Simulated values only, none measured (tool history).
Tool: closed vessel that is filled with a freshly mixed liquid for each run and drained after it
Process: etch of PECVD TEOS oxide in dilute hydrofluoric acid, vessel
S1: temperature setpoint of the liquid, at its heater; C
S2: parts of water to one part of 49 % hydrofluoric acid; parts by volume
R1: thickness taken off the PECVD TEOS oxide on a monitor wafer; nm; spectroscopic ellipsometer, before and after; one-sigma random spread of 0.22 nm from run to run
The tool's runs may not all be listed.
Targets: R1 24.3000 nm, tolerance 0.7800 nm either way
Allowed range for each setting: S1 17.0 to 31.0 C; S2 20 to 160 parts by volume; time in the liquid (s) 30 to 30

Run 1, day 0.000: S1 23.0 C, S2 90 parts by volume, time in the liquid (s) 30. Result: R1 6.5005 nm.
Run 2, day 0.088: S1 24.5 C, S2 80 parts by volume, time in the liquid (s) 30. Result: R1 7.7205 nm.
Run 3, day 0.338: S1 25.5 C, S2 70 parts by volume, time in the liquid (s) 30. Result: R1 9.4842 nm.
Run 4, day 0.412: S1 25.5 C, S2 70 parts by volume, time in the liquid (s) 30. Result: R1 9.5214 nm.
Run 5, day 0.667: S1 22.5 C, S2 70 parts by volume, time in the liquid (s) 30. Result: R1 8.4202 nm.
Run 6, day 0.850: S1 24.0 C, S2 60 parts by volume, time in the liquid (s) 30. Result: R1 10.4610 nm.
Run 7, day 1.071: S1 25.0 C, S2 55 parts by volume, time in the liquid (s) 30. Result: R1 12.0770 nm.
Run 8, day 1.421: S1 26.0 C, S2 50 parts by volume, time in the liquid (s) 30. Result: R1 13.9510 nm.
Run 9, day 1.458: S1 27.0 C, S2 45 parts by volume, time in the liquid (s) 30. Result: R1 16.2270 nm.
Run 10, day 1.558: S1 27.5 C, S2 45 parts by volume, time in the liquid (s) 30. Result: R1 16.5420 nm.
Run 11, day 1.871: S1 28.0 C, S2 45 parts by volume, time in the liquid (s) 30. Result: R1 16.6130 nm.
Run 12, day 2.138: S1 28.5 C, S2 45 parts by volume, time in the liquid (s) 30. Result: R1 17.0120 nm.
Run 13, day 2.500: S1 29.0 C, S2 45 parts by volume, time in the liquid (s) 30. Result: R1 17.5990 nm.
Run 14, day 2.788: S1 31.0 C, S2 20 parts by volume, time in the liquid (s) 30. Result: R1 44.3410 nm.

Exercise: of the 4 proposed moves below, exactly one satisfies all targets within the stated allowed misses. Which move is it?
Run A, day 3.075: S1 28.0 C, S2 35 parts by volume, time in the liquid (s) 30. Result: R1 ?.
Run B, day 3.075: S1 28.5 C, S2 35 parts by volume, time in the liquid (s) 30. Result: R1 ?.
Run C, day 3.075: S1 30.5 C, S2 35 parts by volume, time in the liquid (s) 30. Result: R1 ?.
Run D, day 3.075: S1 25.0 C, S2 30 parts by volume, time in the liquid (s) 30. Result: R1 ?.

move       R1
   A  21.7570
   B  22.2000
   C  24.0480
   D  22.6090
A: carries the result that was furthest off beyond its target, to the other side
B: carries the result that was furthest off beyond its target, to the other side
C: every result lands within tolerance
D: carries the result that was furthest off beyond its target, to the other side
C meets every target.
